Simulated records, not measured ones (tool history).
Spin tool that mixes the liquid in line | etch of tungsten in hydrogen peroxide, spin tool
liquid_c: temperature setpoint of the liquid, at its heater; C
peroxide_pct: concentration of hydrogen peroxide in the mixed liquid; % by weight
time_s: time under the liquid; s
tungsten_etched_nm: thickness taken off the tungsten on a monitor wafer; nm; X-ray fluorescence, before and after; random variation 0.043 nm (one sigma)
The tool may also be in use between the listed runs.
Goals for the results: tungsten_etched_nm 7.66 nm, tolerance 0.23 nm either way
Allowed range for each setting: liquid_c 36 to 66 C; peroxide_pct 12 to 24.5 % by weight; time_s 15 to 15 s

run	day	liquid_c	peroxide_pct	time_s	tungsten_etched_nm
1	0	52	16.5	15	12.266
2	0.346	52	15	15	11.758
3	0.388	54.5	15	15	13.615
4	0.542	52	15	15	11.749
5	0.788	50.5	15	15	10.776
6	1.112	49	15	15	9.7665
7	1.271	48	15	15	9.1945
8	1.6	47.5	15	15	8.8735
9	1.746	47	15	15	8.7285
10	2.058	46.5	15	15	8.2709
11	2.429	46	15	15	8.1608

Which one of the following 5 next-run settings gets every result inside its allowed miss? There is exactly one.
A	2.8	45	19	15	?
B	2.8	47	14.5	15	?
C	2.8	48.5	12	15	?
D	2.8	43	20	15	?
E	2.8	46	18	15	?

move	tungsten_etched_nm
A	8.5573
B	8.4737
C	8.4597
D	7.7332
E	8.8694
A: misses by more than the last run did
B: misses by more than the last run did
C: misses by more than the last run did
D: all results in spec
E: misses by more than the last run did
Go with D: it meets all targets.

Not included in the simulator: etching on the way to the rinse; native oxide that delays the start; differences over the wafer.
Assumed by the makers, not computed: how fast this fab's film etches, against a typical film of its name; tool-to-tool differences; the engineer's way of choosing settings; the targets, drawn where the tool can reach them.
